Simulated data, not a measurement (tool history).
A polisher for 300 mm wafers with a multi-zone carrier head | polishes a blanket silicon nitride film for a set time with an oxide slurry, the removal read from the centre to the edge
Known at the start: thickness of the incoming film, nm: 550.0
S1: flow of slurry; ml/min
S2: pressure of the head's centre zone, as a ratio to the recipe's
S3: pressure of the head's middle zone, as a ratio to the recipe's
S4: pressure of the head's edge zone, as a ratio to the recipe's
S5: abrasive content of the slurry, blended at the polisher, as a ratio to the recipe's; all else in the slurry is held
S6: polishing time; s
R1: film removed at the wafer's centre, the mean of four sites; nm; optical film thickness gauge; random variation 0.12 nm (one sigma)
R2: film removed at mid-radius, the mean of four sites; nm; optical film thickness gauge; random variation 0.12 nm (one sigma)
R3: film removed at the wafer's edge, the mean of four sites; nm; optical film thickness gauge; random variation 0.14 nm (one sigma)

run  hour   S1    S2    S3    S4    S5  S6       R1       R2      R3
  1   0.0  210  1.00  1.00  1.00  1.00  36  23.3840  22.6730  23.007
  2   0.5  200  0.96  0.99  1.00  0.90  33  19.4060  19.7360  19.515
  3   7.3  200  1.04  0.99  1.00  0.90  33  21.1990  19.6750  19.591
  4  15.2  190  0.99  0.97  1.03  0.80  31  17.7100  16.9870  17.851
  5  20.5  190  0.92  0.97  1.03  0.80  31  16.2730  17.0190  17.626
  6  21.7  190  0.92  0.91  1.03  0.80  31  16.2960  16.0710  17.439
  7  23.1  180  0.90  0.91  1.03  0.75  29  14.3520  14.6010  15.827
  8  30.6  170  0.88  0.91  1.03  0.70  28  13.1930  13.6390  14.530
  9  31.3  145  0.81  0.93  1.13  0.50  23   8.0929   9.1241  10.323
 10  33.9  165  0.82  0.94  1.13  0.50  23   8.1774   9.1622  10.309
 11  41.9  165  0.82  0.94  1.13  0.55  23   8.6556   9.8227  10.987
 12  44.1  175  0.83  0.94  1.13  0.55  23   8.7617   9.7608  11.065
 13  49.9  185  0.84  0.95  1.12  0.55  23   9.1349   9.9024  10.948
 14  57.6  215  0.83  1.00  1.19  0.65  23   9.8684  11.7900  12.594
 15  62.3  210  0.83  0.99  1.18  0.65  23  10.1090  11.5480  12.528
 16  68.6  205  0.83  0.99  1.17  0.65  23  10.0830  11.6990  12.698
 17  69.8  210  0.84  0.96  1.13  0.50  23   8.8051   9.7420  10.757
 18  71.4  220  0.84  0.97  1.14  0.50  23   8.4865   9.8205  10.539
 19  74.4  220  0.84  0.97  1.15  0.50  23   8.7236  10.0890  10.702
 20  80.3  255  0.85  0.95  1.19  0.65  23  10.3460  11.5370  12.847
     88.3  -- centre zone pressure recalibrated
 21  88.3  250  0.84  0.95  1.17  0.65  23   9.4216  11.3400  12.887

The next listed run, before its measurement:
 22  90.8  240  0.84  0.95  1.16  0.65  23   ?   ?   ?

Run 22 gave R1 9.5426 nm, R2 11.6430 nm, R3 12.682 nm.
